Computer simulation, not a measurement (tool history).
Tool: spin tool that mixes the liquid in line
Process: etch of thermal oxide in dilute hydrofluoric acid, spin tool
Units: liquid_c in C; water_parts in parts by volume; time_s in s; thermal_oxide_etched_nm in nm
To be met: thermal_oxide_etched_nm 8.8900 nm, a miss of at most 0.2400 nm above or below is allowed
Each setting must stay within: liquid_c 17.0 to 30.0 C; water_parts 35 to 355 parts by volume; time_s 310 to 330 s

run,hour,liquid_c,water_parts,time_s,thermal_oxide_etched_nm
1,0.0,22.0,195,310,6.6281
2,0.7,24.0,195,310,7.0961
3,4.8,24.0,195,310,7.1422
4,10.0,25.5,195,310,7.4663
5,18.8,25.5,195,310,7.5580
6,26.9,25.5,195,310,7.5126
7,29.6,25.5,195,310,7.4850
8,30.6,26.5,195,310,7.7627

5 candidate next runs follow, results not yet known. Just one meets every target within its allowed miss. Identify it.
A,31.6,26.0,210,310,?
B,31.6,27.5,180,310,?
C,31.6,23.0,190,310,?
D,31.6,27.5,215,310,?
E,31.6,28.5,195,310,?

move,thermal_oxide_etched_nm
A,7.0067
B,8.9308
C,7.0882
D,7.1779
E,8.3917
A: moves away from the targets compared with the last run
B: all results in spec
C: moves away from the targets compared with the last run
D: moves away from the targets compared with the last run
E: closer than the last run, but not yet in spec
Answer: B

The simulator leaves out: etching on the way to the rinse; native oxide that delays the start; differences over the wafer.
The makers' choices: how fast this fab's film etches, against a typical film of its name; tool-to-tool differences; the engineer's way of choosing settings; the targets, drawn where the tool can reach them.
